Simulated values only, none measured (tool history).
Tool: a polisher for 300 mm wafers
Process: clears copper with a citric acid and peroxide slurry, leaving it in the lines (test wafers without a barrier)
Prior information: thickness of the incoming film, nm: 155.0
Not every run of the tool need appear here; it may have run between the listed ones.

run	hour	flow of slurry (ml/min)	pressure of the wafer on the pad (kPa)	speed of the pad under the wafer (m/s)	abrasive content of the slurry	overpolish time after the end point (s)	time until the end point was called (s)	dishing of a wide line in a test structure (Å)
1	0	210	15.2	1.14	1	17	101.48	208.73
2	3.9	180	15.2	1.14	1	17	103.66	205.63
3	8.6	145	15.2	1.14	1	17	107.81	208.24
4	11.8	145	15.2	1.04	1	17	117.23	195.49
5	14.9	150	15.9	1.04	1	17	112.42	191.78
6	23.7	155	16.5	1.04	1	17	108.85	194.73
7	27.3	155	20.7	1.08	1	14	89.953	200.84
8	35.1	160	21.4	1.1	1	14	85.577	203.87
9	40.3	160	24.1	1.18	1	15	72.729	256.39

Run 10 has not been measured yet. What should we expect?
10	49.2	160	24.1	1.18	1	15	?	?

Run 10 yielded time until the end point was called (s) 74.648, dishing of a wide line in a test structure (Å) 251.77.
